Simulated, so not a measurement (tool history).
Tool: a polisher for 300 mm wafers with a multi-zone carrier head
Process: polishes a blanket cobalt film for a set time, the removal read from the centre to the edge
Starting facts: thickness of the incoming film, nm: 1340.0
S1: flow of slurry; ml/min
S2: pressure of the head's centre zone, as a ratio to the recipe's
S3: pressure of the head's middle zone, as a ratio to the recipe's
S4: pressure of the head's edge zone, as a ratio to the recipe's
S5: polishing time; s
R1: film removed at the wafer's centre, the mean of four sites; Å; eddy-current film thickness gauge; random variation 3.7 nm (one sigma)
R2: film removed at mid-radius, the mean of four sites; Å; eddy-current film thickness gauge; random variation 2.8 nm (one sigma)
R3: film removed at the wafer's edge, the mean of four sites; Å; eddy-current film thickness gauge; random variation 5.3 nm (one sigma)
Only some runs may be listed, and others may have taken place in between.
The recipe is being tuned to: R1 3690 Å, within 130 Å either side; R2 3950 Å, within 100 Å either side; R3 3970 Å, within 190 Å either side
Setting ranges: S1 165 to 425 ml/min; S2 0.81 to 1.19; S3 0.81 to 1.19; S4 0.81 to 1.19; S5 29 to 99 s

| run | hour | S1 | S2 | S3 | S4 | S5 | R1 | R2 | R3 |
|---|---|---|---|---|---|---|---|---|---|
| 1 | 0 | 275 | 1 | 1 | 1 | 64 | 3361.4 | 3393.1 | 3310.9 |
| 2 | 6.1 | 275 | 1 | 1 | 0.92 | 64 | 3341.1 | 3351.4 | 3208.8 |
| 3 | 8.2 | 275 | 1 | 1 | 0.92 | 55 | 2935.1 | 2852 | 2760.7 |
| 4 | 16.4 | 275 | 1.08 | 1 | 0.92 | 55 | 3064.8 | 2929 | 2758.5 |
| 5 | 22 | 325 | 1.08 | 1 | 0.92 | 55 | 3076.5 | 2957 | 2772.4 |
| 6 | 25.2 | 325 | 1.01 | 1 | 0.92 | 55 | 2946.3 | 2915.6 | 2750.9 |
| 7 | 31.3 | 315 | 1 | 1 | 0.95 | 57 | 3013.2 | 3041.4 | 2988.7 |
| 8 | 32.1 | 315 | 1 | 1 | 0.95 | 57 | 3028.6 | 3029.4 | 3009.2 |
| 9 | 33.7 | 320 | 1.01 | 1.01 | 0.98 | 58 | 3153.4 | 3133.1 | 3081.2 |

Pick the move, out of 5, that brings all results within their allowed miss; only one does.
| A | 35.3 | 340 | 0.91 | 1 | 1.02 | 74 | ? | ? | ? |
| B | 35.3 | 315 | 0.96 | 0.94 | 1.08 | 72 | ? | ? | ? |
| C | 35.3 | 320 | 0.82 | 1.01 | 1.04 | 74 | ? | ? | ? |
| D | 35.3 | 290 | 0.81 | 1.13 | 0.98 | 75 | ? | ? | ? |
| E | 35.3 | 320 | 0.84 | 1.03 | 1.05 | 73 | ? | ? | ? |

| move | R1 | R2 | R3 |
|---|---|---|---|
| A | 3682 | 3984.5 | 3960.1 |
| B | 3693.9 | 3719.3 | 3922.1 |
| C | 3401.3 | 3986.3 | 3973.2 |
| D | 3384 | 4270.3 | 3902.8 |
| E | 3412.4 | 3976.1 | 3933.6 |
A: every result lands within tolerance
B: gains on the last run, yet a result remains outside its allowed miss
C: puts the biggest miss on target and leaves a different result outside tolerance
D: the result that was furthest off in the last run now lies on the other side of its target
E: puts the biggest miss on target and leaves a different result outside tolerance
Correct choice: A, which meets every target
